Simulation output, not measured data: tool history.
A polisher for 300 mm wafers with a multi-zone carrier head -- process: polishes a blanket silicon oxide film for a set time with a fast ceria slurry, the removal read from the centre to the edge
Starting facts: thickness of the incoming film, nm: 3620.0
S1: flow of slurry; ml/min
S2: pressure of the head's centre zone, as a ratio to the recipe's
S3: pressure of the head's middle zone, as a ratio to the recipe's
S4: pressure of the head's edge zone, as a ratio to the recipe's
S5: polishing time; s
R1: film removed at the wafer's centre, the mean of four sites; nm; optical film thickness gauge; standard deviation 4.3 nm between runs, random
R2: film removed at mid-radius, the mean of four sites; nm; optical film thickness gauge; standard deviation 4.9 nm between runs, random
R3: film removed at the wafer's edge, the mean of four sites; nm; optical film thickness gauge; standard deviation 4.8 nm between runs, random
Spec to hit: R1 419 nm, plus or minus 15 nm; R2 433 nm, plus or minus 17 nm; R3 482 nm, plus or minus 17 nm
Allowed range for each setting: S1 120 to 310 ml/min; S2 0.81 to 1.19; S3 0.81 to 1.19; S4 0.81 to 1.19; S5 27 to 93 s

Run 1, hour 0: S1 200 ml/min, S2 1, S3 1, S4 1, S5 59 s. Result: R1 485.33 nm, R2 499.11 nm, R3 486.59 nm.
Run 2, hour 0.6: S1 200 ml/min, S2 1, S3 1, S4 0.97, S5 59 s. Result: R1 490.16 nm, R2 502.94 nm, R3 483.15 nm.
Run 3, hour 4.3: S1 190 ml/min, S2 0.98, S3 0.98, S4 0.98, S5 59 s. Result: R1 467.39 nm, R2 482.64 nm, R3 484.54 nm.
Run 4, hour 11: S1 180 ml/min, S2 0.97, S3 0.97, S4 0.98, S5 59 s. Result: R1 471.18 nm, R2 469.31 nm, R3 481.55 nm.
Run 5, hour 13.6: S1 180 ml/min, S2 0.97, S3 0.97, S4 1.04, S5 59 s. Result: R1 467.49 nm, R2 473.88 nm, R3 487.89 nm.
Run 6, hour 14.1: S1 175 ml/min, S2 0.95, S3 0.96, S4 1.04, S5 59 s. Result: R1 458 nm, R2 469.94 nm, R3 493.36 nm.
Run 7, hour 17.9: S1 170 ml/min, S2 0.94, S3 0.95, S4 1.04, S5 59 s. Result: R1 441.91 nm, R2 461.86 nm, R3 493.8 nm.
Run 8, hour 20.6: S1 165 ml/min, S2 0.94, S3 0.94, S4 1.04, S5 59 s. Result: R1 436.57 nm, R2 447.85 nm, R3 485.14 nm.
Run 9, hour 23.7: S1 160 ml/min, S2 0.94, S3 0.94, S4 1.04, S5 59 s. Result: R1 436.48 nm, R2 457.09 nm, R3 485.61 nm.
Run 10, hour 26.3: S1 150 ml/min, S2 0.91, S3 0.88, S4 1.05, S5 58 s. Result: R1 417.02 nm, R2 408.91 nm, R3 466.13 nm.
Run 11, hour 31: S1 150 ml/min, S2 0.91, S3 0.88, S4 1.05, S5 58 s. Result: R1 408.47 nm, R2 409.52 nm, R3 466.89 nm.

Which single option among these 5 for the next run brings every result within its allowed miss of target? Just one does.
Run A, hour 35.7: S1 140 ml/min, S2 0.99, S3 0.82, S4 1.03, S5 59 s. Result: R1 ?, R2 ?, R3 ?.
Run B, hour 35.7: S1 145 ml/min, S2 0.94, S3 0.94, S4 1.09, S5 58 s. Result: R1 ?, R2 ?, R3 ?.
Run C, hour 35.7: S1 150 ml/min, S2 0.96, S3 0.93, S4 1.06, S5 53 s. Result: R1 ?, R2 ?, R3 ?.
Run D, hour 35.7: S1 120 ml/min, S2 0.96, S3 0.82, S4 0.98, S5 60 s. Result: R1 ?, R2 ?, R3 ?.
Run E, hour 35.7: S1 165 ml/min, S2 0.85, S3 0.99, S4 1.02, S5 57 s. Result: R1 ?, R2 ?, R3 ?.

move      R1      R2      R3
   A  443.11  388.32  466.34
   B   417.7  430.99  472.53
   C  393.27  393.33  428.66
   D  416.79  379.02  450.67
   E  382.81  455.11  459.24
A: the biggest miss grows against the last run
B: meets every target
C: the biggest miss grows against the last run
D: the biggest miss grows against the last run
E: takes the result that was furthest off past its target
Correct choice: B, which meets every target

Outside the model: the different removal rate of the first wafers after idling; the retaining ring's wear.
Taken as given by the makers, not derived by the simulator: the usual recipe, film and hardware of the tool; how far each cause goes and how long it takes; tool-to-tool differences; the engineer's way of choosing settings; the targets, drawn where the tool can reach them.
